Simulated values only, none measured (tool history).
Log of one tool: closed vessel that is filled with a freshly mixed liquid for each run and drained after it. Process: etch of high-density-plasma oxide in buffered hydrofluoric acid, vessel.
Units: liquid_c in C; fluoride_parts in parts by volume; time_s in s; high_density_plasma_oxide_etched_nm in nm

| run | day | liquid_c | fluoride_parts | time_s | high_density_plasma_oxide_etched_nm |
|---|---|---|---|---|---|
| 1 | 0.000 | 21.0 | 8.0 | 90 | 112.810 |
| 2 | 0.362 | 21.0 | 8.0 | 90 | 112.390 |
| 3 | 0.496 | 24.5 | 8.0 | 90 | 135.600 |
| 4 | 0.667 | 22.0 | 8.5 | 90 | 111.100 |
| 5 | 0.804 | 22.0 | 8.5 | 95 | 117.370 |
| 6 | 1.079 | 19.0 | 8.5 | 95 | 99.330 |
| 7 | 1.217 | 18.5 | 9.0 | 95 | 90.718 |

The next listed run, before its measurement:
| 8 | 1.383 | 18.0 | 9.5 | 95 | ? |

Run 8 gave high_density_plasma_oxide_etched_nm 85.642 nm.

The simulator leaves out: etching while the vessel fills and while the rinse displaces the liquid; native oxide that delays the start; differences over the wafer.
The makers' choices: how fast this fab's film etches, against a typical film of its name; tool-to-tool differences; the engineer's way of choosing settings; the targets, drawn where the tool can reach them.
